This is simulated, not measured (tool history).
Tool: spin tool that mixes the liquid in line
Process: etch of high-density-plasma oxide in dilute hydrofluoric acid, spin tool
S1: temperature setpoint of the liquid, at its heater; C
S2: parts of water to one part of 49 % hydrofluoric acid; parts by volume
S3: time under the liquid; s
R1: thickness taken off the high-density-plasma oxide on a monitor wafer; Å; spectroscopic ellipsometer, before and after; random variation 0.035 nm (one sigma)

run,day,S1,S2,S3,R1
1,0,25,100,65,42.602
2,0.104,25,100,45,29.342
3,0.175,21.5,100,45,25.561
4,0.542,23.5,100,45,27.681
5,0.654,25,95,45,31.178
6,0.7,23.5,95,45,29.207
# day 1.038: thermometer replaced
7,1.038,25,90,45,30.896
8,1.267,26.5,80,50,41.605
9,1.583,27.5,80,50,42.68
10,1.646,28.5,75,50,48.134
11,1.817,29,75,50,49.23

Run 12 comes next. What will it give?
12,2.121,29.5,75,50,?

Run 12 gave R1 49.475 Å.
